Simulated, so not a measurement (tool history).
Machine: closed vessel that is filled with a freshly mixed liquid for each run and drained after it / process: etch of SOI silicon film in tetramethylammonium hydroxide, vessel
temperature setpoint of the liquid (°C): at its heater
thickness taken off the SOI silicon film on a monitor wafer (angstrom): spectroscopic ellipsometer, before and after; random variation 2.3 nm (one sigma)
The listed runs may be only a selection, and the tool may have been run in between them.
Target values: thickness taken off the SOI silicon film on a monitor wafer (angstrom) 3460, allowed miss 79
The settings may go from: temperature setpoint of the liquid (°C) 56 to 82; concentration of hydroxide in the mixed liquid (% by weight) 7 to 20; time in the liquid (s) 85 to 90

run  hour  temperature setpoint of the liquid (°C)  concentration of hydroxide in the mixed liquid (% by weight)  time in the liquid (s)  thickness taken off the SOI silicon film on a monitor wafer (angstrom)
  1     0                                       69                                                          13.5                      85                                                                  5199.4
  2   6.1                                     71.5                                                          13.5                      85                                                                  5997.4
  3  10.8                                     71.5                                                          13.5                      90                                                                  6433.6
  4  18.5                                     66.5                                                          13.5                      90                                                                    4725
  5  26.5                                       65                                                          13.5                      90                                                                    4321
  6  29.3                                       64                                                          13.5                      90                                                                  4124.5
  7  34.2                                       63                                                          13.5                      90                                                                  3848.8
  8  43.1                                     62.5                                                          13.5                      90                                                                  3764.6
  9  44.3                                       62                                                          13.5                      90                                                                  3601.4

Which one of the following 5 next-run settings gets every result inside its allowed miss? There is exactly one.
  A  45.5                                       61                                                          14.5                      90                                                                       ?
  B  45.5                                       62                                                          14.5                      90                                                                       ?
  C  45.5                                       61                                                          12.5                      85                                                                       ?
  D  45.5                                     60.5                                                            12                      85                                                                       ?
  E  45.5                                     61.5                                                          15.5                      90                                                                       ?

move  thickness taken off the SOI silicon film on a monitor wafer (angstrom)
   A                                                                  3271.2
   B                                                                  3479.5
   C                                                                  3317.9
   D                                                                    3272
   E                                                                  3276.7
A: pushes the last run's worst result past its target
B: all results in spec
C: pushes the last run's worst result past its target
D: pushes the last run's worst result past its target
E: pushes the last run's worst result past its target
Go with B: it meets all targets.
